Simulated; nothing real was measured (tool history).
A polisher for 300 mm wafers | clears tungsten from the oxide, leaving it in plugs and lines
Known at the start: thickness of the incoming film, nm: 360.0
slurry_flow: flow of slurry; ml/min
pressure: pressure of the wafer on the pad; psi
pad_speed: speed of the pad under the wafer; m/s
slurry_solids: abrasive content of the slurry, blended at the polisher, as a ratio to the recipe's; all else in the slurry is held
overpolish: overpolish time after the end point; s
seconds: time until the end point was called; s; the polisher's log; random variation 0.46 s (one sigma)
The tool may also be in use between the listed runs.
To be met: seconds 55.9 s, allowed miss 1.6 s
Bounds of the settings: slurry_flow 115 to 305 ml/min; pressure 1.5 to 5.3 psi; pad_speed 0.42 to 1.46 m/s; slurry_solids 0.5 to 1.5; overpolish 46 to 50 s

| run | hour | slurry_flow | pressure | pad_speed | slurry_solids | overpolish | seconds |
|---|---|---|---|---|---|---|---|
| 1 | 0 | 195 | 3.4 | 0.94 | 1 | 46 | 84.84 |
| 2 | 5.5 | 150 | 3.4 | 0.94 | 1 | 46 | 89.349 |
| 3 | 10.4 | 150 | 3.4 | 0.76 | 1 | 46 | 109.39 |
| 4 | 18.8 | 150 | 3.4 | 0.9 | 1 | 46 | 92.425 |
| 5 | 19.9 | 195 | 3.4 | 0.9 | 1 | 46 | 89.49 |
| 6 | 28.8 | 205 | 3.8 | 0.9 | 1 | 46 | 78.959 |
| 7 | 30.2 | 215 | 4.1 | 0.9 | 1 | 46 | 73.228 |
| 8 | 33.3 | 225 | 4.3 | 0.9 | 1 | 46 | 70.06 |
| 9 | 42.1 | 230 | 4.5 | 0.9 | 1 | 46 | 66.787 |

4 next moves are on the table. One of them brings every result within its allowed miss. Which?
| A | 50.9 | 245 | 4.5 | 1 | 1 | 46 | ? |
| B | 50.9 | 205 | 4.6 | 0.96 | 1.2 | 46 | ? |
| C | 50.9 | 290 | 5 | 0.98 | 0.8 | 50 | ? |
| D | 50.9 | 185 | 4.8 | 1.18 | 0.95 | 50 | ? |

| move | seconds |
|---|---|
| A | 59.058 |
| B | 58.966 |
| C | 56.156 |
| D | 49.614 |
A: nearer than the last run, and not there yet
B: nearer than the last run, and not there yet
C: meets every target
D: takes the result that was furthest off past its target
Move C is the one to make.

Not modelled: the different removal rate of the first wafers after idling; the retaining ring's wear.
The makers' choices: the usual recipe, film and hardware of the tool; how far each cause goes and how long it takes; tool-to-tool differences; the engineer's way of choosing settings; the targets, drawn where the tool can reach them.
